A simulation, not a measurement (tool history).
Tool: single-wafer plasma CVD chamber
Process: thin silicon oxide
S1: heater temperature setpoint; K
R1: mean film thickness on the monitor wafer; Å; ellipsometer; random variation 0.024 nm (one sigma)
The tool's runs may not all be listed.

{"run": 1, "hour": 0.0, "S1": 693.15, "chamber pressure (Pa)": 111.9, "RF power (W)": 245, "deposition time (s)": 5.93, "R1": 106.92}
{"run": 2, "hour": 3.5, "S1": 693.15, "chamber pressure (Pa)": 105.6, "RF power (W)": 245, "deposition time (s)": 5.93, "R1": 100.58}
{"run": 3, "hour": 6.3, "S1": 693.15, "chamber pressure (Pa)": 105.6, "RF power (W)": 270, "deposition time (s)": 5.93, "R1": 105.42}
{"run": 4, "hour": 11.0, "S1": 693.15, "chamber pressure (Pa)": 105.6, "RF power (W)": 270, "deposition time (s)": 6.11, "R1": 108.67}
{"run": 5, "hour": 19.9, "S1": 693.15, "chamber pressure (Pa)": 99.2, "RF power (W)": 270, "deposition time (s)": 6.11, "R1": 101.51}
{"run": 6, "hour": 22.1, "S1": 693.15, "chamber pressure (Pa)": 99.2, "RF power (W)": 270, "deposition time (s)": 5.93, "R1": 99.105}
{"run": 7, "hour": 30.9, "S1": 693.15, "chamber pressure (Pa)": 77.7, "RF power (W)": 265, "deposition time (s)": 5.93, "R1": 72.274}
{"run": 8, "hour": 37.3, "S1": 693.15, "chamber pressure (Pa)": 80.7, "RF power (W)": 265, "deposition time (s)": 5.93, "R1": 75.92}
{"run": 9, "hour": 44.5, "S1": 693.15, "chamber pressure (Pa)": 82.8, "RF power (W)": 265, "deposition time (s)": 5.93, "R1": 78.427}
{"run": 10, "hour": 47.9, "S1": 693.15, "chamber pressure (Pa)": 84.4, "RF power (W)": 265, "deposition time (s)": 5.93, "R1": 80.47}

Expected results for the next run?
{"run": 11, "hour": 55.7, "S1": 693.15, "chamber pressure (Pa)": 85.5, "RF power (W)": 265, "deposition time (s)": 5.93, "R1": "?"}

Run 11 produced R1 81.254 Å.
